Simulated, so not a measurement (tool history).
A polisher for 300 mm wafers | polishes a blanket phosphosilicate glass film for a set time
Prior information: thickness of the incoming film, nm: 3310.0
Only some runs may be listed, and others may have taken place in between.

run  hour  flow of slurry (ml/min)  pressure of the wafer on the pad (kPa)  speed of the pad under the wafer (m/s)  abrasive content of the slurry  polishing time (s)  film removed (Å)
  1   0.0                      130                                    25.5                                    0.96                             1.0                  74            8612.9
  2   3.6                      130                                    29.0                                    0.96                             1.0                  74            9774.9
  3   6.8                      120                                    25.5                                    0.96                             1.0                  74            8654.5
  4  12.0                      105                                    25.5                                    0.96                             1.0                  74            8302.1
  5  13.3                      100                                    23.4                                    0.96                             1.0                  74            7682.2
  6  17.6                      100                                    23.4                                    0.82                             1.0                  74            6729.2
  7  22.0                       95                                    22.8                                    0.82                             1.0                  74            6464.0
  8  30.0                       95                                    22.1                                    0.82                             1.0                  74            6384.6

Run 9, settings as shown, results not yet in. Your forecast:
  9  34.1                       95                                    21.4                                    0.82                             1.0                  74                 ?

Run 9 measured film removed (Å) 6097.3.

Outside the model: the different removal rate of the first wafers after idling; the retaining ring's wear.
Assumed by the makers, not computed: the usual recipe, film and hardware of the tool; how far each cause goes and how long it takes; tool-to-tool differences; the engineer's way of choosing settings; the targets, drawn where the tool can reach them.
